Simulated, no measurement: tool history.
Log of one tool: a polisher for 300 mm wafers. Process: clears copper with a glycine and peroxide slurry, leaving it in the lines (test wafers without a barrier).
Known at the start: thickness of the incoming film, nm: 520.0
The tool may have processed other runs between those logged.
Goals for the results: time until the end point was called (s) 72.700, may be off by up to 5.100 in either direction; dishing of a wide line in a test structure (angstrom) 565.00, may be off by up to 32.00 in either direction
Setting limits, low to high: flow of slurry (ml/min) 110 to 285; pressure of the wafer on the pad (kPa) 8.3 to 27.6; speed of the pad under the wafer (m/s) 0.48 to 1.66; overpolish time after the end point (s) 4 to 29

| run | hour | flow of slurry (ml/min) | pressure of the wafer on the pad (kPa) | speed of the pad under the wafer (m/s) | overpolish time after the end point (s) | time until the end point was called (s) | dishing of a wide line in a test structure (angstrom) |
|---|---|---|---|---|---|---|---|
| 1 | 0.0 | 180 | 17.9 | 1.06 | 15 | 106.810 | 500.69 |
| 2 | 6.5 | 180 | 20.0 | 1.08 | 14 | 103.640 | 507.20 |
| 3 | 12.2 | 180 | 20.0 | 0.90 | 14 | 115.330 | 479.65 |
| 4 | 16.0 | 185 | 22.1 | 1.00 | 13 | 100.310 | 495.81 |
| 5 | 20.5 | 185 | 22.1 | 1.28 | 13 | 84.652 | 560.94 |
| 6 | 27.3 | 185 | 18.6 | 1.28 | 13 | 97.294 | 511.12 |
| 7 | 36.0 | 185 | 20.7 | 1.30 | 12 | 90.822 | 502.54 |
| 8 | 40.4 | 185 | 22.1 | 1.32 | 12 | 84.739 | 535.31 |
| 9 | 43.3 | 185 | 22.8 | 1.34 | 12 | 83.173 | 544.91 |
| 10 | 50.8 | 185 | 23.4 | 1.36 | 12 | 79.897 | 554.56 |
| 11 | 51.6 | 185 | 24.1 | 1.36 | 12 | 78.376 | 568.18 |

Exercise: of the 4 proposed moves below, exactly one satisfies all targets within the stated allowed misses. Which move is it?
| A | 52.4 | 210 | 17.9 | 1.32 | 15 | ? | ? |
| B | 52.4 | 130 | 25.5 | 1.16 | 12 | ? | ? |
| C | 52.4 | 210 | 22.1 | 1.62 | 11 | ? | ? |
| D | 52.4 | 175 | 25.5 | 1.20 | 12 | ? | ? |

| move | time until the end point was called (s) | dishing of a wide line in a test structure (angstrom) |
|---|---|---|
| A | 96.856 | 576.76 |
| B | 90.108 | 516.90 |
| C | 73.585 | 563.04 |
| D | 83.142 | 552.41 |
A: misses by more than the last run did
B: misses by more than the last run did
C: each result inside its tolerance
D: misses by more than the last run did
Correct choice: C, which meets every target
